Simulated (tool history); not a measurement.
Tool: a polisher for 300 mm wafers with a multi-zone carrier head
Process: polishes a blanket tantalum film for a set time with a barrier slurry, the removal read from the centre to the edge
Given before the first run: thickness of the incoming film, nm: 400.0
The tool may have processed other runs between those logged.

run,hour,flow of slurry (ml/min),pressure of the head's centre zone,pressure of the head's middle zone,pressure of the head's edge zone,abrasive content of the slurry,polishing time (s),film removed at the wafer's centre (angstrom),film removed at mid-radius (angstrom),film removed at the wafer's edge (angstrom)
1,0.0,200,1.00,1.00,1.00,1.00,50,960.01,919.23,923.97
2,3.8,200,0.99,1.00,0.98,0.95,48,903.85,896.23,866.21
3,6.5,195,0.98,0.98,0.97,0.90,46,847.92,834.42,802.92
4,8.9,190,0.97,0.96,0.96,0.85,45,805.66,772.28,786.22
5,11.4,190,0.97,0.96,0.95,0.80,43,764.75,735.85,731.44
6,14.9,190,0.96,0.96,0.94,0.75,42,727.78,708.68,706.77
7,20.3,190,0.96,0.96,0.93,0.70,41,696.70,665.57,671.53

Run 8 has not been measured yet. What should we expect?
8,28.2,190,0.96,0.97,0.92,0.70,40,?,?,?

{"run 8": {"film removed at the wafer's centre (angstrom)": 675.85, "film removed at mid-radius (angstrom)": 664.53, "film removed at the wafer's edge (angstrom)": 637.21}}
